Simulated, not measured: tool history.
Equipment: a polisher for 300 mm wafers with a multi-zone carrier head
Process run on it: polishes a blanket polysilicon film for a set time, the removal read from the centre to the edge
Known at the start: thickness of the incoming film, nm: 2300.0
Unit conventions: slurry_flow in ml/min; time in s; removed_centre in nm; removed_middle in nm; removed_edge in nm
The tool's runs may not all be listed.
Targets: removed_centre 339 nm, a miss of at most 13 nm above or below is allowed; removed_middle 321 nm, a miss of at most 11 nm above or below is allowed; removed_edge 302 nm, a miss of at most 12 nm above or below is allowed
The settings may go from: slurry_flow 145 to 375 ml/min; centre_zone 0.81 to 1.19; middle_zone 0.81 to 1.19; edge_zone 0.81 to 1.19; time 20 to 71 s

{"run": 1, "day": 0.0, "slurry_flow": 240, "centre_zone": 1, "middle_zone": 1, "edge_zone": 1, "time": 45, "removed_centre": 363.95, "removed_middle": 373.6, "removed_edge": 371.31}
{"run": 2, "day": 0.221, "slurry_flow": 240, "centre_zone": 1.01, "middle_zone": 0.99, "edge_zone": 0.97, "time": 44, "removed_centre": 356.88, "removed_middle": 360.62, "removed_edge": 364.02}
{"run": 3, "day": 0.317, "slurry_flow": 240, "centre_zone": 1.04, "middle_zone": 1.01, "edge_zone": 0.96, "time": 42, "removed_centre": 351.36, "removed_middle": 350.86, "removed_edge": 337.03}
{"run": 4, "day": 0.688, "slurry_flow": 210, "centre_zone": 1.04, "middle_zone": 1.01, "edge_zone": 0.96, "time": 42, "removed_centre": 342.84, "removed_middle": 342.64, "removed_edge": 333.79}
{"run": 5, "day": 0.95, "slurry_flow": 205, "centre_zone": 1.05, "middle_zone": 1.01, "edge_zone": 0.94, "time": 42, "removed_centre": 349.93, "removed_middle": 347.13, "removed_edge": 334.26}
{"run": 6, "day": 0.975, "slurry_flow": 170, "centre_zone": 1.05, "middle_zone": 1.01, "edge_zone": 0.94, "time": 42, "removed_centre": 326.62, "removed_middle": 325.15, "removed_edge": 325.82}
{"run": 7, "day": 1.054, "slurry_flow": 175, "centre_zone": 1.06, "middle_zone": 1.01, "edge_zone": 0.93, "time": 42, "removed_centre": 337.75, "removed_middle": 333.13, "removed_edge": 327.48}
{"run": 8, "day": 1.379, "slurry_flow": 175, "centre_zone": 1.07, "middle_zone": 1.01, "edge_zone": 0.92, "time": 41, "removed_centre": 335.36, "removed_middle": 325.83, "removed_edge": 315.11}

Which single option among these 4 for the next run brings every result within its allowed miss of target? Just one does.
{"run": "A", "day": 1.704, "slurry_flow": 155, "centre_zone": 1.08, "middle_zone": 1.02, "edge_zone": 1.1, "time": 43, "removed_centre": "?", "removed_middle": "?", "removed_edge": "?"}
{"run": "B", "day": 1.704, "slurry_flow": 175, "centre_zone": 1.11, "middle_zone": 0.93, "edge_zone": 0.91, "time": 40, "removed_centre": "?", "removed_middle": "?", "removed_edge": "?"}
{"run": "C", "day": 1.704, "slurry_flow": 265, "centre_zone": 1.11, "middle_zone": 1.02, "edge_zone": 0.88, "time": 38, "removed_centre": "?", "removed_middle": "?", "removed_edge": "?"}
{"run": "D", "day": 1.704, "slurry_flow": 195, "centre_zone": 1.01, "middle_zone": 0.99, "edge_zone": 1.01, "time": 40, "removed_centre": "?", "removed_middle": "?", "removed_edge": "?"}

move=A removed_centre=347.85 removed_middle=331.47 removed_edge=361
move=B removed_centre=340 removed_middle=291.74 removed_edge=311.76
move=C removed_centre=344.71 removed_middle=317.43 removed_edge=304.18
move=D removed_centre=318 removed_middle=313 removed_edge=331.52
A: its largest miss is bigger than the last run's
B: brings the last run's worst result on target, with another outside its allowed miss
C: hits every target within its allowed miss
D: its largest miss is bigger than the last run's
Correct choice: C, which meets every target

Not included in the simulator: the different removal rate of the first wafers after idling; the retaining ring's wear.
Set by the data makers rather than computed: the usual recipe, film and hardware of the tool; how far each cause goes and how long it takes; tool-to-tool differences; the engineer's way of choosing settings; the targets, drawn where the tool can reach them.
